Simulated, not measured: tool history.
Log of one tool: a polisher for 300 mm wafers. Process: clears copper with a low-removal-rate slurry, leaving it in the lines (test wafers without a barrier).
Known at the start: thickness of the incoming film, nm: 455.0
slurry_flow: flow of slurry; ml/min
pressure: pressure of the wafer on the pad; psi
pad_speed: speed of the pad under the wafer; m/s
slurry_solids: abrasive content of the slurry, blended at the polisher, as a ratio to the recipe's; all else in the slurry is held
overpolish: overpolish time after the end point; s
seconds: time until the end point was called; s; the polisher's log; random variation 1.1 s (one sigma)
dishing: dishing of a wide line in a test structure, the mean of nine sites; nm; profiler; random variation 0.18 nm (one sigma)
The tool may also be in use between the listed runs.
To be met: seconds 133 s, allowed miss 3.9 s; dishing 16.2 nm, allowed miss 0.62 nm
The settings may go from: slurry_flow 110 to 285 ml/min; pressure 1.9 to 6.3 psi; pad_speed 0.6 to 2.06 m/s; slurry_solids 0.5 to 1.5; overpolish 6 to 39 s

run    day  slurry_flow  pressure  pad_speed  slurry_solids  overpolish  seconds  dishing
  1      0          180       4.1       1.32              1          20    77.88   74.132
  2  0.204          185       3.8       1.28              1          18    84.44   65.772
  3  0.296          185       3.3       1.28              1          18    98.23   56.042
  4  0.654          185       2.9       1.28              1          18   111.26   51.045
  5  0.862          185       2.9       1.12              1          18   122.84   46.285
  6  1.154          185       2.9       1.12              1          22   121.65   54.896
  7  1.188          175       2.8       1.12           1.05          20      127   49.186
  8  1.279          190       2.7       1.12              1          18   132.28   44.661
  9  1.367          180       2.6       1.12           1.05          16    136.1   38.654
 10  1.625          130       1.9       1.24            1.3           6   168.52   12.549

Which of these 5 next moves meets every target?
  A  1.883          115       2.2       1.72           1.05           6        ?        ?
  B  1.883          110         3        1.1            1.3           6        ?        ?
  C  1.883          110       2.7       1.22              1           6        ?        ?
  D  1.883          115       1.9       1.04            1.4          10        ?        ?
  E  1.883          120         2       1.68           1.45           6        ?        ?

move  seconds  dishing
   A    122.7   17.346
   B   122.36   17.524
   C   132.79   16.181
   D   191.83   18.335
   E   127.02   16.748
A: takes the result that was furthest off past its target
B: takes the result that was furthest off past its target
C: meets every target
D: further off than the last run
E: takes the result that was furthest off past its target
Answer: C
